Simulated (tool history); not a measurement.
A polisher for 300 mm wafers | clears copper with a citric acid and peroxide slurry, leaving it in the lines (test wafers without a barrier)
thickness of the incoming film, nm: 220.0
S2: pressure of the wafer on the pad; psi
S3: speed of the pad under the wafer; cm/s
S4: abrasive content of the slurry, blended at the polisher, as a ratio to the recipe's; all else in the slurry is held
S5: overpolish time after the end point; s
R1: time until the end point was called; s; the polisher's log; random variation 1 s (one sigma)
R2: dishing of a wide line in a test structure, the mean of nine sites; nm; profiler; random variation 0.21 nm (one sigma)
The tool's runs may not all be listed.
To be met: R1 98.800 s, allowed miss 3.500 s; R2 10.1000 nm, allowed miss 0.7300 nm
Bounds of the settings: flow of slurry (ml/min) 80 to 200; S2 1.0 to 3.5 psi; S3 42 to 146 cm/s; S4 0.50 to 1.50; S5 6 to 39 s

Run 1, hour 0.0: flow of slurry (ml/min) 130, S2 2.2 psi, S3 94 cm/s, S4 1.00, S5 20 s. Result: R1 162.880 s, R2 19.8840 nm.
Run 2, hour 2.7: flow of slurry (ml/min) 115, S2 2.2 psi, S3 94 cm/s, S4 1.00, S5 20 s. Result: R1 164.860 s, R2 18.7930 nm.
Run 3, hour 3.7: flow of slurry (ml/min) 115, S2 2.0 psi, S3 94 cm/s, S4 1.00, S5 20 s. Result: R1 181.150 s, R2 17.8070 nm.
Run 4, hour 4.8: flow of slurry (ml/min) 115, S2 2.0 psi, S3 80 cm/s, S4 1.00, S5 20 s. Result: R1 212.250 s, R2 15.7530 nm.
Run 5, hour 13.3: flow of slurry (ml/min) 105, S2 2.3 psi, S3 86 cm/s, S4 0.90, S5 17 s. Result: R1 179.090 s, R2 15.5990 nm.
Run 6, hour 14.1: flow of slurry (ml/min) 105, S2 2.3 psi, S3 76 cm/s, S4 0.90, S5 17 s. Result: R1 203.240 s, R2 13.5950 nm.
Run 7, hour 20.5: flow of slurry (ml/min) 100, S2 2.6 psi, S3 80 cm/s, S4 0.85, S5 15 s. Result: R1 174.360 s, R2 14.7020 nm.
Run 8, hour 22.3: flow of slurry (ml/min) 100, S2 2.6 psi, S3 80 cm/s, S4 0.85, S5 15 s. Result: R1 175.040 s, R2 13.8980 nm.
Run 9, hour 26.8: flow of slurry (ml/min) 95, S2 2.8 psi, S3 86 cm/s, S4 0.75, S5 13 s. Result: R1 155.910 s, R2 13.3630 nm.
Run 10, hour 35.6: flow of slurry (ml/min) 90, S2 2.9 psi, S3 94 cm/s, S4 0.70, S5 11 s. Result: R1 144.260 s, R2 12.3190 nm.
Run 11, hour 43.7: flow of slurry (ml/min) 90, S2 2.9 psi, S3 102 cm/s, S4 0.65, S5 10 s. Result: R1 134.300 s, R2 12.2930 nm.
Run 12, hour 48.2: flow of slurry (ml/min) 90, S2 3.0 psi, S3 108 cm/s, S4 0.60, S5 9 s. Result: R1 124.580 s, R2 11.9430 nm.
Run 13, hour 54.8: flow of slurry (ml/min) 90, S2 3.0 psi, S3 114 cm/s, S4 0.60, S5 8 s. Result: R1 119.390 s, R2 11.0710 nm.
Run 14, hour 56.9: flow of slurry (ml/min) 90, S2 3.0 psi, S3 120 cm/s, S4 0.60, S5 8 s. Result: R1 111.070 s, R2 11.7740 nm.
Run 15, hour 64.5: flow of slurry (ml/min) 90, S2 3.0 psi, S3 126 cm/s, S4 0.60, S5 8 s. Result: R1 107.490 s, R2 12.1590 nm.
Run 16, hour 70.1: flow of slurry (ml/min) 90, S2 3.0 psi, S3 130 cm/s, S4 0.60, S5 8 s. Result: R1 104.770 s, R2 12.7700 nm.
Run 17, hour 77.5: flow of slurry (ml/min) 85, S2 3.1 psi, S3 132 cm/s, S4 0.55, S5 7 s. Result: R1 100.010 s, R2 11.0550 nm.
Run 18, hour 81.1: flow of slurry (ml/min) 85, S2 3.1 psi, S3 132 cm/s, S4 0.55, S5 7 s. Result: R1 99.503 s, R2 11.2720 nm.
Run 19, hour 85.0: flow of slurry (ml/min) 80, S2 3.1 psi, S3 134 cm/s, S4 0.50, S5 6 s. Result: R1 103.670 s, R2 9.6135 nm.

Which of these 4 next moves meets every target?
Run A, hour 88.9: flow of slurry (ml/min) 80, S2 3.3 psi, S3 122 cm/s, S4 0.50, S5 6 s. Result: R1 ?, R2 ?.
Run B, hour 88.9: flow of slurry (ml/min) 85, S2 3.0 psi, S3 130 cm/s, S4 0.50, S5 6 s. Result: R1 ?, R2 ?.
Run C, hour 88.9: flow of slurry (ml/min) 80, S2 3.0 psi, S3 126 cm/s, S4 0.50, S5 7 s. Result: R1 ?, R2 ?.
Run D, hour 88.9: flow of slurry (ml/min) 80, S2 3.3 psi, S3 132 cm/s, S4 0.55, S5 6 s. Result: R1 ?, R2 ?.

move       R1       R2
   A  107.040   9.3793
   B  108.430   9.2534
   C  113.870  10.2400
   D   97.650  10.2460
A: further off than the last run
B: further off than the last run
C: further off than the last run
D: meets every target
The right move is D.

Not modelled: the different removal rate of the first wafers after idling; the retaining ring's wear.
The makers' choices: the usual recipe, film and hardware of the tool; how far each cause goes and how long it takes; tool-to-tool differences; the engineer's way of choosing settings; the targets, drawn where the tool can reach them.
